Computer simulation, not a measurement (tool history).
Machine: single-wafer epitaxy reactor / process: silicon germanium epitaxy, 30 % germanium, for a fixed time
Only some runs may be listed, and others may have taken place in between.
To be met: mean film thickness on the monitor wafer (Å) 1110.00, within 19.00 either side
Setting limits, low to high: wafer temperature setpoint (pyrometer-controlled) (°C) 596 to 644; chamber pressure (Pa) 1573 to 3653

run,hour,wafer temperature setpoint (pyrometer-controlled) (°C),chamber pressure (Pa),mean film thickness on the monitor wafer (Å)
1,0.0,620,2613,835.25
2,9.0,616,2613,775.35
3,15.5,608,2613,655.26
4,17.3,611,2613,698.29
5,25.1,613,2613,730.45
6,25.9,606,2613,624.21
7,28.1,609,2613,672.14
8,35.0,612,2613,715.96
9,40.8,614,2613,746.15
10,48.5,616,2613,774.02
11,57.3,618,2613,800.80
12,60.6,620,2613,835.14
13,63.1,632,2653,1065.60
14,71.5,633,2653,1084.70

Exercise: of the 5 proposed moves below, exactly one satisfies all targets within the stated allowed misses. Which move is it?
A,79.9,633,2746,?
B,79.9,632,2600,?
C,79.9,632,2680,?
D,79.9,631,2746,?
E,79.9,631,2760,?

move,mean film thickness on the monitor wafer (Å)
A,1112.10
B,1063.50
C,1078.60
D,1070.00
E,1072.40
A: all results land within tolerance of their targets
B: misses by more than the last run did
C: misses by more than the last run did
D: misses by more than the last run did
E: misses by more than the last run did
The right move is A.

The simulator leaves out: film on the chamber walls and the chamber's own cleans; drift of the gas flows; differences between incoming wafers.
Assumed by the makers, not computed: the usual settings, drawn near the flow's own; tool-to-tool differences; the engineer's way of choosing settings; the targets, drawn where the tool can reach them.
